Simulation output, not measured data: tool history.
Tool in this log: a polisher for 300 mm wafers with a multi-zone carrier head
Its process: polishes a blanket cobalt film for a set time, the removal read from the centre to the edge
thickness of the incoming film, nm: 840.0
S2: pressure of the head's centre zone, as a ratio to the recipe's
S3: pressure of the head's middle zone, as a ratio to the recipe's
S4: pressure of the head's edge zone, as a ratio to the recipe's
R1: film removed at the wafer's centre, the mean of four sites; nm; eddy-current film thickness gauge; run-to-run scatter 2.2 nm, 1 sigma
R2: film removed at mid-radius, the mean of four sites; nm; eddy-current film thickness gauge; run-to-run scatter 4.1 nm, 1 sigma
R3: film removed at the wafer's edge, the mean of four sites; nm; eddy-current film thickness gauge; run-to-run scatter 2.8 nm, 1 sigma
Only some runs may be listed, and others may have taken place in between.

Run 1, hour 0: flow of slurry (ml/min) 320, S2 1, S3 1, S4 1, polishing time (s) 73. Result: R1 240.63 nm, R2 230.5 nm, R3 256.06 nm.
Run 2, hour 8.4: flow of slurry (ml/min) 320, S2 1, S3 1, S4 1, polishing time (s) 82. Result: R1 269.6 nm, R2 268.41 nm, R3 281.76 nm.
Run 3, hour 11.3: flow of slurry (ml/min) 320, S2 0.97, S3 1, S4 1, polishing time (s) 82. Result: R1 263.89 nm, R2 269.01 nm, R3 285.48 nm.
Run 4, hour 15.1: flow of slurry (ml/min) 320, S2 0.97, S3 0.95, S4 1, polishing time (s) 82. Result: R1 267.27 nm, R2 260.85 nm, R3 286.64 nm.
Run 5, hour 19.8: flow of slurry (ml/min) 330, S2 0.96, S3 0.97, S4 1.03, polishing time (s) 84. Result: R1 267.99 nm, R2 269.37 nm, R3 300.94 nm.
Run 6, hour 21.2: flow of slurry (ml/min) 330, S2 1.04, S3 0.97, S4 1.03, polishing time (s) 84. Result: R1 281.78 nm, R2 267.16 nm, R3 296.83 nm.
Run 7, hour 23.4: flow of slurry (ml/min) 335, S2 1.02, S3 0.99, S4 1.05, polishing time (s) 85. Result: R1 283.09 nm, R2 278.11 nm, R3 303.9 nm.

Forecast run 8:
Run 8, hour 24.2: flow of slurry (ml/min) 340, S2 1.01, S3 1, S4 1.07, polishing time (s) 86. Result: R1 ?, R2 ?, R3 ?.

Run 8 yielded R1 286.03 nm, R2 285.37 nm, R3 313.06 nm.
